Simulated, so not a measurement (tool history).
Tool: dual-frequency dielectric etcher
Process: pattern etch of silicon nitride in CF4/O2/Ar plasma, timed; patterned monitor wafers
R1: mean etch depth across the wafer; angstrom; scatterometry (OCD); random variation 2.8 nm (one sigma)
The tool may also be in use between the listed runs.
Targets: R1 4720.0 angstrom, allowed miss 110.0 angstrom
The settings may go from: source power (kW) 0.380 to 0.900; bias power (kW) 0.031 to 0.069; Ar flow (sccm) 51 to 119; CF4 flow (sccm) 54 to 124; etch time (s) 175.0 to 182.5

Run 1, hour 0.0: source power (kW) 0.640, bias power (kW) 0.050, Ar flow (sccm) 85, CF4 flow (sccm) 89, etch time (s) 175.0. Result: R1 3802.4 angstrom.
Run 2, hour 5.4: source power (kW) 0.640, bias power (kW) 0.050, Ar flow (sccm) 74, CF4 flow (sccm) 89, etch time (s) 175.0. Result: R1 3827.0 angstrom.
Run 3, hour 7.1: source power (kW) 0.640, bias power (kW) 0.050, Ar flow (sccm) 74, CF4 flow (sccm) 89, etch time (s) 182.5. Result: R1 4004.8 angstrom.
Run 4, hour 11.4: source power (kW) 0.660, bias power (kW) 0.050, Ar flow (sccm) 74, CF4 flow (sccm) 89, etch time (s) 182.5. Result: R1 4081.8 angstrom.
Run 5, hour 13.4: source power (kW) 0.680, bias power (kW) 0.050, Ar flow (sccm) 74, CF4 flow (sccm) 89, etch time (s) 182.5. Result: R1 4109.4 angstrom.
Run 6, hour 21.0: source power (kW) 0.710, bias power (kW) 0.050, Ar flow (sccm) 74, CF4 flow (sccm) 89, etch time (s) 182.5. Result: R1 4244.2 angstrom.
Run 7, hour 27.5: source power (kW) 0.730, bias power (kW) 0.050, Ar flow (sccm) 74, CF4 flow (sccm) 89, etch time (s) 182.5. Result: R1 4383.1 angstrom.
Run 8, hour 31.6: source power (kW) 0.740, bias power (kW) 0.050, Ar flow (sccm) 74, CF4 flow (sccm) 89, etch time (s) 182.5. Result: R1 4373.2 angstrom.
Run 9, hour 36.3: source power (kW) 0.750, bias power (kW) 0.050, Ar flow (sccm) 74, CF4 flow (sccm) 89, etch time (s) 182.5. Result: R1 4461.6 angstrom.
Run 10, hour 37.0: source power (kW) 0.760, bias power (kW) 0.050, Ar flow (sccm) 74, CF4 flow (sccm) 89, etch time (s) 182.5. Result: R1 4501.9 angstrom.
Run 11, hour 38.4: source power (kW) 0.770, bias power (kW) 0.050, Ar flow (sccm) 74, CF4 flow (sccm) 89, etch time (s) 182.5. Result: R1 4511.9 angstrom.
Run 12, hour 44.3: source power (kW) 0.780, bias power (kW) 0.050, Ar flow (sccm) 74, CF4 flow (sccm) 89, etch time (s) 182.5. Result: R1 4553.9 angstrom.
Run 13, hour 48.1: source power (kW) 0.790, bias power (kW) 0.050, Ar flow (sccm) 74, CF4 flow (sccm) 89, etch time (s) 182.5. Result: R1 4574.0 angstrom.

Which of these 4 next moves meets every target?
Run A, hour 51.9: source power (kW) 0.830, bias power (kW) 0.052, Ar flow (sccm) 77, CF4 flow (sccm) 79, etch time (s) 175.0. Result: R1 ?.
Run B, hour 51.9: source power (kW) 0.780, bias power (kW) 0.051, Ar flow (sccm) 72, CF4 flow (sccm) 80, etch time (s) 182.5. Result: R1 ?.
Run C, hour 51.9: source power (kW) 0.850, bias power (kW) 0.051, Ar flow (sccm) 81, CF4 flow (sccm) 86, etch time (s) 181.0. Result: R1 ?.
Run D, hour 51.9: source power (kW) 0.720, bias power (kW) 0.055, Ar flow (sccm) 73, CF4 flow (sccm) 81, etch time (s) 181.5. Result: R1 ?.

move      R1
   A  4485.4
   B  4497.1
   C  4708.7
   D  4340.3
A: further off than the last run
B: further off than the last run
C: meets every target
D: further off than the last run
Move C is the one to make.

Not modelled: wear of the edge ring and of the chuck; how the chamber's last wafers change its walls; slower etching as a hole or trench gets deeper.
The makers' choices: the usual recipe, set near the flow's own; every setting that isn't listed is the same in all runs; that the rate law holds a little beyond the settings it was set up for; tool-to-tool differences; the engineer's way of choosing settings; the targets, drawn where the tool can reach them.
